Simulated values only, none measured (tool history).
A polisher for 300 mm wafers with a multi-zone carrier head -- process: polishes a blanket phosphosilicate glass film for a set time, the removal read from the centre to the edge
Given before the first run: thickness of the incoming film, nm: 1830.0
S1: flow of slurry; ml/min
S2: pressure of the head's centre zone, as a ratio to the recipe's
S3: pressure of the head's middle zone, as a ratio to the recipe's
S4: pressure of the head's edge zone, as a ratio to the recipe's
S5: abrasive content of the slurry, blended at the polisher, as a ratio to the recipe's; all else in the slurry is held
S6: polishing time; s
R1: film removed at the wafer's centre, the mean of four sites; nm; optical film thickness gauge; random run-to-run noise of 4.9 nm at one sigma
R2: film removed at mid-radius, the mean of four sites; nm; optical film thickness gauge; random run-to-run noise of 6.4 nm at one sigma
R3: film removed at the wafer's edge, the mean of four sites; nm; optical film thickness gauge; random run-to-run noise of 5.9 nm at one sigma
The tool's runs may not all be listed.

run 1 hour=0 | S1=230 S2=1 S3=1 S4=1 S5=1 S6=61 | R1=621.42 R2=612.46 R3=611.76
run 2 hour=3.7 | S1=230 S2=1 S3=1.05 S4=1 S5=1 S6=61 | R1=609.08 R2=615.21 R3=618.91
run 3 hour=7.2 | S1=230 S2=1.08 S3=1.05 S4=1 S5=1 S6=61 | R1=664.92 R2=613.76 R3=614.97
run 4 hour=10.6 | S1=230 S2=1.12 S3=1.05 S4=1 S5=1 S6=61 | R1=698.79 R2=627.75 R3=604.49
run 5 hour=18.5 | S1=230 S2=1.09 S3=1.06 S4=0.97 S5=0.85 S6=58 | R1=584.74 R2=544.11 R3=526.73
run 6 hour=22.8 | S1=230 S2=1.07 S3=1.06 S4=0.94 S5=0.75 S6=57 | R1=523.37 R2=498.74 R3=488.29
run 7 hour=26.8 | S1=235 S2=1.08 S3=1.12 S4=0.84 S5=0.5 S6=54 | R1=388.96 R2=379.96 R3=330.54
run 8 hour=34.8 | S1=240 S2=1.08 S3=1.12 S4=0.89 S5=0.5 S6=54 | R1=393.94 R2=375.63 R3=338.42
run 9 hour=42.8 | S1=240 S2=1.07 S3=1.11 S4=0.9 S5=0.55 S6=54 | R1=410.07 R2=408.32 R3=376.79
run 10 hour=46.5 | S1=245 S2=1.08 S3=1.11 S4=0.91 S5=0.55 S6=54 | R1=406.42 R2=419.14 R3=363.24

Run 11 is up next; what results do you expect?
run 11 hour=49.8 | S1=240 S2=1.08 S3=1.09 S4=0.93 S5=0.55 S6=54 | R1=? R2=? R3=?

R1: 410.48 nm
R2: 403.11 nm
R3: 368.11 nm
